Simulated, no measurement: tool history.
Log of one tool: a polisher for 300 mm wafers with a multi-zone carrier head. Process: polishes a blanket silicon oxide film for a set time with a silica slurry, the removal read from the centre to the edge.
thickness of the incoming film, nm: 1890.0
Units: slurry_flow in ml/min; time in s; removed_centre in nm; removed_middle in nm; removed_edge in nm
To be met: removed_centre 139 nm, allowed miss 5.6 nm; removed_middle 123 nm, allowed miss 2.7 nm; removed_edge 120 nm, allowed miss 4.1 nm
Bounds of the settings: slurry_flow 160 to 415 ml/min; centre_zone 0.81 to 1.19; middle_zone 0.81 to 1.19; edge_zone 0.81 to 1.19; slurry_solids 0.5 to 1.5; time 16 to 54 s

run	hour	slurry_flow	centre_zone	middle_zone	edge_zone	slurry_solids	time	removed_centre	removed_middle	removed_edge
1	0	265	1	1	1	1	35	108.59	107.48	108.63
2	3.6	265	0.96	1	1	1	35	106.83	107.25	107.56
3	6	265	0.9	1	1	1	35	97.824	108.83	107.57
4	12.9	270	0.92	1.01	1.01	1	35	100.97	109.73	107
5	19.6	270	0.92	1.01	1.01	1	39	110.13	122.16	121.69
6	22.8	270	0.92	1.08	1.01	1	39	110.92	127.49	122.07
7	25	275	0.94	1.08	1	1	39	113.85	128.52	121.73
8	26.8	275	0.96	1.08	0.99	1	39	116.96	127.39	121.12
9	33.2	275	0.97	1.08	0.99	1	39	115.82	127.06	120.61
10	39.8	275	0.99	1.08	0.99	1	39	122.4	128.08	119.29
11	40.5	275	0.99	1.08	0.99	1	39	119.85	126.98	122.54
12	46	275	1	1.08	0.98	1	39	123.08	127.58	119.39
13	51.1	275	1.01	1.08	0.98	1	39	125.05	128.75	119.14
14	52	275	1.02	1.07	0.98	1	39	126.36	125.86	118.2
15	60.1	275	1.03	1.07	0.98	1	39	125.8	124.92	116.83
16	65.1	275	1.04	1.07	0.99	1	39	128.71	126.12	119.01
17	66.2	275	1.05	1.07	0.99	1	39	127.76	127.77	120.36

4 next moves are on the table. One of them brings every result within its allowed miss. Which?
A	67.3	230	1.13	1.01	0.99	1.1	40	?	?	?
B	67.3	280	1.06	0.96	0.9	1.05	40	?	?	?
C	67.3	195	0.98	1.02	1.14	1.1	38	?	?	?
D	67.3	285	0.99	1.13	0.95	1	39	?	?	?

move	removed_centre	removed_middle	removed_edge
A	146.46	128.16	127.64
B	137.64	123.48	121.22
C	118.35	120.06	128
D	122.74	132.01	118.01
A: takes the result that was furthest off past its target
B: meets every target
C: further off than the last run
D: further off than the last run
Move B is the one to make.
